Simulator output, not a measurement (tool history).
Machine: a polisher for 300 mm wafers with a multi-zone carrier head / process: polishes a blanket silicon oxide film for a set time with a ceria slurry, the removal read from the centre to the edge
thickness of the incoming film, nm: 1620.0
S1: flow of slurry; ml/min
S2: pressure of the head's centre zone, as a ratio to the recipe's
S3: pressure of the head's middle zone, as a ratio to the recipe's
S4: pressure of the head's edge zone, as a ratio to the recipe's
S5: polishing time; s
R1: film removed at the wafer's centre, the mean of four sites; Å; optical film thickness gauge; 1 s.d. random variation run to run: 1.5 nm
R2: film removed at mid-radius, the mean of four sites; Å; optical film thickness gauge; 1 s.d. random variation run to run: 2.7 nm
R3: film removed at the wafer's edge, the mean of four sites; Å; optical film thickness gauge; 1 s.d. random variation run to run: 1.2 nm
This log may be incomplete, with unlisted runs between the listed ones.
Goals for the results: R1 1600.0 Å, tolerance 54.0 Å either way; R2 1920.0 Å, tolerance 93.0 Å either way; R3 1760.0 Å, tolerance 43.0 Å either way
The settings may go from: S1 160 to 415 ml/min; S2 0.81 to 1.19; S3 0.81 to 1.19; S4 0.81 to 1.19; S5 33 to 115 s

run 1 day=0.000 | S1=265 S2=1.00 S3=1.00 S4=1.00 S5=73 | R1=2275.6 R2=2176.7 R3=2251.9
run 2 day=0.308 | S1=260 S2=0.96 S3=1.01 S4=0.96 S5=70 | R1=2084.6 R2=2199.4 R3=2123.7
run 3 day=0.521 | S1=260 S2=0.96 S3=1.01 S4=0.90 S5=70 | R1=2112.5 R2=2148.5 R3=2042.7
run 4 day=0.662 | S1=205 S2=0.96 S3=1.01 S4=0.90 S5=70 | R1=2008.4 R2=2079.0 R3=2019.5
run 5 day=0.742 | S1=205 S2=0.96 S3=1.01 S4=0.90 S5=83 | R1=2402.0 R2=2444.9 R3=2398.6
run 6 day=1.058 | S1=205 S2=0.93 S3=1.01 S4=0.89 S5=77 | R1=2159.3 R2=2320.4 R3=2195.2
run 7 day=1.279 | S1=200 S2=0.91 S3=1.00 S4=0.88 S5=73 | R1=1979.3 R2=2131.2 R3=2085.5
run 8 day=1.529 | S1=200 S2=0.89 S3=1.01 S4=0.87 S5=70 | R1=1909.5 R2=2059.3 R3=1968.9
run 9 day=1.783 | S1=165 S2=0.81 S3=1.08 S4=0.93 S5=60 | R1=1401.1 R2=1805.5 R3=1713.4
run 10 day=1.858 | S1=185 S2=0.83 S3=1.08 S4=0.93 S5=60 | R1=1453.7 R2=1833.9 R3=1725.6
run 11 day=2.046 | S1=200 S2=0.84 S3=1.08 S4=0.93 S5=60 | R1=1496.8 R2=1860.1 R3=1760.2

Exactly one of the 5 candidate moves below puts every result within its allowed miss. Which one?
run A day=2.233 | S1=160 S2=0.81 S3=1.08 S4=1.05 S5=58 | R1=? R2=? R3=?
run B day=2.233 | S1=160 S2=0.81 S3=1.09 S4=1.00 S5=60 | R1=? R2=? R3=?
run C day=2.233 | S1=165 S2=0.81 S3=1.06 S4=0.95 S5=61 | R1=? R2=? R3=?
run D day=2.233 | S1=280 S2=0.91 S3=1.03 S4=0.93 S5=56 | R1=? R2=? R3=?
run E day=2.233 | S1=225 S2=0.88 S3=1.09 S4=0.94 S5=59 | R1=? R2=? R3=?

move=A R1=1346.0 R2=1717.4 R3=1733.6
move=B R1=1392.5 R2=1790.8 R3=1750.9
move=C R1=1426.3 R2=1790.0 R3=1746.2
move=D R1=1616.1 R2=1742.6 R3=1689.1
move=E R1=1596.0 R2=1873.4 R3=1749.5
A: further off than the last run
B: further off than the last run
C: further off than the last run
D: brings the last run's worst result on target, with another outside its allowed miss
E: every result within its allowed miss
Correct choice: E, which meets every target

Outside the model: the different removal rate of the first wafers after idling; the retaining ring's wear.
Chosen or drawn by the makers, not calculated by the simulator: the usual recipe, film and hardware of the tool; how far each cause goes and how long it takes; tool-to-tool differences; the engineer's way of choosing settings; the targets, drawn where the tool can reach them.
